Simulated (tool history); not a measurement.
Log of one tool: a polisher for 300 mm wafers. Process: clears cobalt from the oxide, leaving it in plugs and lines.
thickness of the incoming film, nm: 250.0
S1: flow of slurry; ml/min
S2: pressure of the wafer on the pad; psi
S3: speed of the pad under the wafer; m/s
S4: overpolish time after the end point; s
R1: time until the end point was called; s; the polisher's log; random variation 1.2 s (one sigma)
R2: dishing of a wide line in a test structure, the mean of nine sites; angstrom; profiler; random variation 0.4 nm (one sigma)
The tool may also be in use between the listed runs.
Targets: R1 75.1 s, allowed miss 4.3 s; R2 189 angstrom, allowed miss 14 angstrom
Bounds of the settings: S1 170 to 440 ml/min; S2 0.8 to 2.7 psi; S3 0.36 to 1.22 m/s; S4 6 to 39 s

run 1 day=0 | S1=280 S2=1.7 S3=0.78 S4=20 | R1=103.84 R2=252.13
run 2 day=0.312 | S1=350 S2=1.7 S3=0.78 S4=20 | R1=100.26 R2=252.07
run 3 day=0.583 | S1=350 S2=1.7 S3=0.78 S4=23 | R1=99.499 R2=254.99
run 4 day=0.771 | S1=405 S2=1.7 S3=0.78 S4=23 | R1=98.837 R2=260.97
run 5 day=0.9 | S1=415 S2=1.8 S3=0.78 S4=18 | R1=90.052 R2=242.86
run 6 day=1.058 | S1=415 S2=1.8 S3=0.78 S4=10 | R1=92.132 R2=177.16
run 7 day=1.358 | S1=415 S2=1.9 S3=0.78 S4=10 | R1=91.538 R2=182.07
run 8 day=1.6 | S1=415 S2=2.3 S3=0.82 S4=6 | R1=71.753 R2=152.08

Which of these 5 next moves meets every target?
run A day=1.842 | S1=440 S2=2.3 S3=0.86 S4=11 | R1=? R2=?
run B day=1.842 | S1=320 S2=1.8 S3=1 S4=9 | R1=? R2=?
run C day=1.842 | S1=420 S2=2.2 S3=0.9 S4=12 | R1=? R2=?
run D day=1.842 | S1=440 S2=1.9 S3=0.92 S4=14 | R1=? R2=?
run E day=1.842 | S1=440 S2=2.1 S3=0.84 S4=14 | R1=? R2=?

move=A R1=67.032 R2=221.68
move=B R1=75.022 R2=188.16
move=C R1=67.161 R2=230.33
move=D R1=75.631 R2=234.14
move=E R1=74.955 R2=234.99
A: takes the result that was furthest off past its target
B: meets every target
C: takes the result that was furthest off past its target
D: takes the result that was furthest off past its target
E: takes the result that was furthest off past its target
Answer: B
